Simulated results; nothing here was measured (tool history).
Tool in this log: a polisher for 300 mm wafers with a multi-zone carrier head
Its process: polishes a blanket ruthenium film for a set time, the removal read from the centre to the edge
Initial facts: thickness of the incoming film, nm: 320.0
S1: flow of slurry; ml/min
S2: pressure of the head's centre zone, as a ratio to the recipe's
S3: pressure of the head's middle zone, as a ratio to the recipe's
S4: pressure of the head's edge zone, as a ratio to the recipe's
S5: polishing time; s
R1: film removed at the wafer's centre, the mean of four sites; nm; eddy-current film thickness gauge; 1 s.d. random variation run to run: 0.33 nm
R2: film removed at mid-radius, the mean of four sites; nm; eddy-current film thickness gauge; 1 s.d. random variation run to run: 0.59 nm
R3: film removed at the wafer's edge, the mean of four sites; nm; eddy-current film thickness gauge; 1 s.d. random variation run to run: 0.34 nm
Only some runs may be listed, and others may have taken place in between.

Run 1, day 0.000: S1 165 ml/min, S2 1.00, S3 1.00, S4 1.00, S5 63 s. Result: R1 74.714 nm, R2 70.104 nm, R3 69.342 nm.
Run 2, day 0.283: S1 145 ml/min, S2 1.00, S3 1.00, S4 1.00, S5 63 s. Result: R1 72.557 nm, R2 68.358 nm, R3 67.861 nm.
Run 3, day 0.429: S1 140 ml/min, S2 0.98, S3 0.97, S4 0.97, S5 58 s. Result: R1 63.692 nm, R2 61.297 nm, R3 61.171 nm.
Run 4, day 0.579: S1 140 ml/min, S2 0.98, S3 1.01, S4 0.97, S5 58 s. Result: R1 65.009 nm, R2 63.489 nm, R3 61.665 nm.
Run 5, day 0.696: S1 140 ml/min, S2 1.06, S3 1.01, S4 0.97, S5 58 s. Result: R1 69.978 nm, R2 62.805 nm, R3 61.261 nm.
Run 6, day 0.800: S1 170 ml/min, S2 1.06, S3 1.01, S4 0.97, S5 58 s. Result: R1 73.091 nm, R2 64.152 nm, R3 62.832 nm.
Run 7, day 0.825: S1 165 ml/min, S2 1.04, S3 0.98, S4 0.94, S5 54 s. Result: R1 66.088 nm, R2 59.236 nm, R3 56.998 nm.
Run 8, day 1.054: S1 155 ml/min, S2 1.02, S3 0.94, S4 0.93, S5 51 s. Result: R1 61.290 nm, R2 53.473 nm, R3 54.014 nm.
Run 9, day 1.279: S1 150 ml/min, S2 1.00, S3 0.92, S4 0.91, S5 49 s. Result: R1 56.561 nm, R2 51.707 nm, R3 50.782 nm.
Run 10, day 1.625: S1 145 ml/min, S2 0.99, S3 0.90, S4 0.90, S5 47 s. Result: R1 54.196 nm, R2 46.942 nm, R3 48.121 nm.
Run 11, day 1.821: S1 110 ml/min, S2 0.89, S3 0.91, S4 0.81, S5 45 s. Result: R1 42.471 nm, R2 41.592 nm, R3 41.304 nm.
Run 12, day 2.062: S1 120 ml/min, S2 0.89, S3 0.90, S4 0.82, S5 45 s. Result: R1 43.492 nm, R2 44.454 nm, R3 43.434 nm.

Expected results for the next run?
Run 13, day 2.379: S1 120 ml/min, S2 0.90, S3 0.89, S4 0.82, S5 45 s. Result: R1 ?, R2 ?, R3 ?.

Run 13 came out at R1 43.879 nm, R2 43.630 nm, R3 43.068 nm.
